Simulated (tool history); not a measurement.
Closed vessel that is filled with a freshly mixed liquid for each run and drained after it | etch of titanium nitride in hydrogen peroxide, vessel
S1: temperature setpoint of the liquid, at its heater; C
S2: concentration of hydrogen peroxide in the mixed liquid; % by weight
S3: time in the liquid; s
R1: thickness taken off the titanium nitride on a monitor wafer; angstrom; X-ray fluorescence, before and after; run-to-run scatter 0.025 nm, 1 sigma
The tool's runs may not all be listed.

run 1 hour=0.0 | S1=55.0 S2=18 S3=145 | R1=48.473
run 2 hour=8.5 | S1=52.0 S2=18 S3=145 | R1=39.394
run 3 hour=11.9 | S1=52.5 S2=18 S3=145 | R1=40.977
run 4 hour=18.9 | S1=53.0 S2=18 S3=145 | R1=42.253
run 5 hour=23.1 | S1=53.0 S2=20 S3=145 | R1=43.184
run 6 hour=31.3 | S1=53.0 S2=20 S3=145 | R1=43.265
run 7 hour=34.8 | S1=53.5 S2=20 S3=145 | R1=45.005
run 8 hour=42.3 | S1=54.0 S2=20 S3=145 | R1=46.204

Run 9 comes next. What will it give?
run 9 hour=45.2 | S1=54.5 S2=20 S3=145 | R1=?

{"run 9": {"R1": 47.886}}
